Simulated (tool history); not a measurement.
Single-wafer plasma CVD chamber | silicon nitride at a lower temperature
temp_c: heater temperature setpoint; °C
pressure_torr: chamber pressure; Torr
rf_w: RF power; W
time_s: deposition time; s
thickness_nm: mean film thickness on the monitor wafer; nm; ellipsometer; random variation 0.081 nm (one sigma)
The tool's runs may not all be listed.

{"run": 1, "day": 0.0, "temp_c": 355, "pressure_torr": 1.43, "rf_w": 295, "time_s": 26.3, "thickness_nm": 29.4}
{"run": 2, "day": 0.067, "temp_c": 355, "pressure_torr": 1.43, "rf_w": 335, "time_s": 26.3, "thickness_nm": 31.869}
{"run": 3, "day": 0.162, "temp_c": 355, "pressure_torr": 1.31, "rf_w": 320, "time_s": 26.3, "thickness_nm": 29.816}
{"run": 4, "day": 0.425, "temp_c": 355, "pressure_torr": 1.31, "rf_w": 320, "time_s": 26.3, "thickness_nm": 29.894}
{"run": 5, "day": 0.525, "temp_c": 355, "pressure_torr": 1.16, "rf_w": 320, "time_s": 26.3, "thickness_nm": 28.07}
{"run": 6, "day": 0.6, "temp_c": 355, "pressure_torr": 1.1, "rf_w": 320, "time_s": 26.3, "thickness_nm": 27.49}
{"run": 7, "day": 0.712, "temp_c": 355, "pressure_torr": 1.05, "rf_w": 320, "time_s": 26.3, "thickness_nm": 26.88}

Run 8 comes next. What will it give?
{"run": 8, "day": 0.779, "temp_c": 355, "pressure_torr": 1.01, "rf_w": 320, "time_s": 26.3, "thickness_nm": "?"}

thickness_nm: 26.222 nm
